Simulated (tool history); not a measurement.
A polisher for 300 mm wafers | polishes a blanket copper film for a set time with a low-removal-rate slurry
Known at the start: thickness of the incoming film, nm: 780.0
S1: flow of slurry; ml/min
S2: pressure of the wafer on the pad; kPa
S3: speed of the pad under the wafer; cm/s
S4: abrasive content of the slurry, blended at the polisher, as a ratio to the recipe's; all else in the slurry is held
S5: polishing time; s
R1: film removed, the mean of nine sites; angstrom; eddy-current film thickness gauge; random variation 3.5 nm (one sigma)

| run | hour | S1 | S2 | S3 | S4 | S5 | R1 |
|---|---|---|---|---|---|---|---|
| 1 | 0.0 | 215 | 20.0 | 88 | 1.0 | 91 | 2256.8 |
| 2 | 0.7 | 215 | 20.0 | 88 | 0.8 | 91 | 2227.7 |
| 3 | 8.8 | 215 | 20.0 | 88 | 1.0 | 91 | 2342.5 |
| 4 | 10.1 | 215 | 21.4 | 88 | 1.0 | 91 | 2493.5 |
| 5 | 16.1 | 215 | 22.8 | 88 | 1.0 | 91 | 2609.6 |
| 6 | 18.3 | 165 | 22.8 | 88 | 1.0 | 91 | 2517.9 |
| 7 | 23.5 | 175 | 23.4 | 88 | 1.0 | 91 | 2565.3 |

The next listed run, before its measurement:
| 8 | 32.1 | 190 | 24.1 | 88 | 1.0 | 91 | ? |

R1: 2777.9 angstrom
